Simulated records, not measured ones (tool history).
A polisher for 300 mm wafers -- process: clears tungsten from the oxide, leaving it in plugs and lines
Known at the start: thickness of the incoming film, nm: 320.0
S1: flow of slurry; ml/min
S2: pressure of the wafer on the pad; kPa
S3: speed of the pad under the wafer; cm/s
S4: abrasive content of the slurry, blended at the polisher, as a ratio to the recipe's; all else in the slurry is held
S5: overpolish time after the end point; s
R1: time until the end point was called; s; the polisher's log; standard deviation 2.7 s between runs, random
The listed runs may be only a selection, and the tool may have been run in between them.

run	hour	S1	S2	S3	S4	S5	R1
1	0.0	235	19.3	102	1.0	13	109.27
2	6.6	235	17.9	100	1.0	13	120.14
3	14.9	235	17.2	98	1.0	13	126.20
4	21.9	235	16.5	96	1.0	13	131.73
5	28.5	235	15.9	94	1.0	13	139.94
6	34.2	205	15.9	94	1.0	13	143.59
7	34.8	205	15.2	94	1.0	13	150.23
8	38.6	205	14.5	94	1.0	13	155.14
9	42.6	205	13.8	94	1.0	13	169.53

Run 10 comes next. What will it give?
10	50.6	200	11.7	94	1.0	13	?

R1: 190.78 s

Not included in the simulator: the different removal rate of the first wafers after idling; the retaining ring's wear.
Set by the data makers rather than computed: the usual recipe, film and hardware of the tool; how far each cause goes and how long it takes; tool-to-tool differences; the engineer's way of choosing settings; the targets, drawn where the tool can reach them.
